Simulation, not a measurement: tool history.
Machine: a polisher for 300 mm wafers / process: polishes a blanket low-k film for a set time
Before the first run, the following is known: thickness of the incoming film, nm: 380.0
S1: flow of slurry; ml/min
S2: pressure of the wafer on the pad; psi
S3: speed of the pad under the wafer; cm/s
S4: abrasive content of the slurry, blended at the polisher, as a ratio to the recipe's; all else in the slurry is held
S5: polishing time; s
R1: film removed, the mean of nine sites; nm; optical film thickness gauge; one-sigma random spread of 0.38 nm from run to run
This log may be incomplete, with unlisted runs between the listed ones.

| run | hour | S1 | S2 | S3 | S4 | S5 | R1 |
|---|---|---|---|---|---|---|---|
| 1 | 0 | 120 | 2.2 | 116 | 1 | 48 | 25.803 |
| 2 | 2.5 | 125 | 2.3 | 116 | 1 | 48 | 27.254 |
| 3 | 8.3 | 125 | 2.6 | 116 | 1 | 48 | 30.38 |
| 4 | 14.8 | 125 | 2.6 | 116 | 0.9 | 48 | 29.051 |
| 5 | 16.1 | 125 | 2.3 | 116 | 0.9 | 48 | 25.933 |
| 6 | 24.2 | 125 | 2.6 | 116 | 0.9 | 48 | 29.222 |
| 7 | 26.3 | 125 | 2.6 | 116 | 0.9 | 48 | 29.391 |

Run 8, settings as shown, results not yet in. Your forecast:
| 8 | 27.9 | 130 | 2.7 | 116 | 0.9 | 48 | ? |

R1: 30.143 nm
